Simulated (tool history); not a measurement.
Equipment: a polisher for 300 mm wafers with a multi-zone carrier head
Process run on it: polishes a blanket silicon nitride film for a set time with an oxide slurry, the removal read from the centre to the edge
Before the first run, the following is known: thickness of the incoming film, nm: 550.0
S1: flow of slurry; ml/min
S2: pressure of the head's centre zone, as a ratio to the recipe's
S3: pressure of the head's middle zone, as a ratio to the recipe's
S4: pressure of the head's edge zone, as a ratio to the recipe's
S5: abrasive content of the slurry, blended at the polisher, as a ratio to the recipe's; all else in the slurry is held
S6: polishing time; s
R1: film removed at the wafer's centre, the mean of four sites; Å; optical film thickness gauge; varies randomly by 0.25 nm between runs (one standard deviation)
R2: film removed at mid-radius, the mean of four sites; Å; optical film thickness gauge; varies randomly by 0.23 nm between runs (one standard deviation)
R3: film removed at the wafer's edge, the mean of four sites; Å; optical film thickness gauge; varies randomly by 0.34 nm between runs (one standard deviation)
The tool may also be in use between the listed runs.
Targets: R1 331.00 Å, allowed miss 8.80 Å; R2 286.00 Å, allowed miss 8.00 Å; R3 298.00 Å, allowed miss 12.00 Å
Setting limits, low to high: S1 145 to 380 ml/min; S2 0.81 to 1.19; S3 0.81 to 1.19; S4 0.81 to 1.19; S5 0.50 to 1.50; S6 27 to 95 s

| run | day | S1 | S2 | S3 | S4 | S5 | S6 | R1 | R2 | R3 |
|---|---|---|---|---|---|---|---|---|---|---|
| 1 | 0.000 | 245 | 1.00 | 1.00 | 1.00 | 1.00 | 61 | 203.43 | 204.95 | 213.42 |
| 2 | 0.267 | 245 | 1.00 | 1.00 | 1.00 | 1.10 | 61 | 209.61 | 208.93 | 218.30 |
| 3 | 0.288 | 255 | 1.03 | 1.01 | 1.02 | 1.15 | 62 | 223.59 | 221.78 | 229.91 |
| 4 | 0.621 | 255 | 1.03 | 0.97 | 1.02 | 1.15 | 62 | 226.15 | 217.00 | 229.70 |
| 5 | 0.958 | 255 | 1.03 | 1.02 | 1.02 | 1.15 | 62 | 221.81 | 221.58 | 231.52 |
| 6 | 1.217 | 255 | 1.09 | 1.02 | 1.02 | 1.15 | 62 | 237.44 | 223.13 | 225.68 |
| 7 | 1.312 | 265 | 1.10 | 1.02 | 1.03 | 1.20 | 63 | 252.70 | 230.11 | 237.72 |
| 8 | 1.646 | 265 | 1.10 | 1.02 | 1.03 | 1.20 | 63 | 248.72 | 231.26 | 238.07 |
| 9 | 1.742 | 330 | 1.19 | 1.06 | 1.13 | 1.45 | 64 | 305.84 | 268.27 | 279.47 |
| 10 | 2.067 | 330 | 1.19 | 1.06 | 1.13 | 1.45 | 64 | 308.10 | 267.44 | 272.28 |
| 11 | 2.267 | 330 | 1.19 | 1.06 | 1.14 | 1.45 | 65 | 312.21 | 267.28 | 282.23 |

Which of these 5 next moves meets every target?
| A | 2.467 | 315 | 1.17 | 1.01 | 1.09 | 1.40 | 72 | ? | ? | ? |
| B | 2.467 | 365 | 1.03 | 1.02 | 1.07 | 1.50 | 70 | ? | ? | ? |
| C | 2.467 | 315 | 0.99 | 1.06 | 1.19 | 1.50 | 71 | ? | ? | ? |
| D | 2.467 | 240 | 1.19 | 1.04 | 1.17 | 1.40 | 67 | ? | ? | ? |
| E | 2.467 | 370 | 1.16 | 1.16 | 1.10 | 1.50 | 63 | ? | ? | ? |

| move | R1 | R2 | R3 |
|---|---|---|---|
| A | 332.54 | 282.50 | 301.78 |
| B | 297.29 | 289.05 | 301.61 |
| C | 283.39 | 296.92 | 317.75 |
| D | 299.22 | 257.54 | 281.49 |
| E | 302.46 | 290.67 | 275.01 |
A: all results in spec
B: brings the last run's worst result on target, with another outside its allowed miss
C: moves the result that the last run missed by most past its target, out the other side
D: its largest miss is bigger than the last run's
E: brings the last run's worst result on target, with another outside its allowed miss
A is the move that brings every result within its allowed miss.
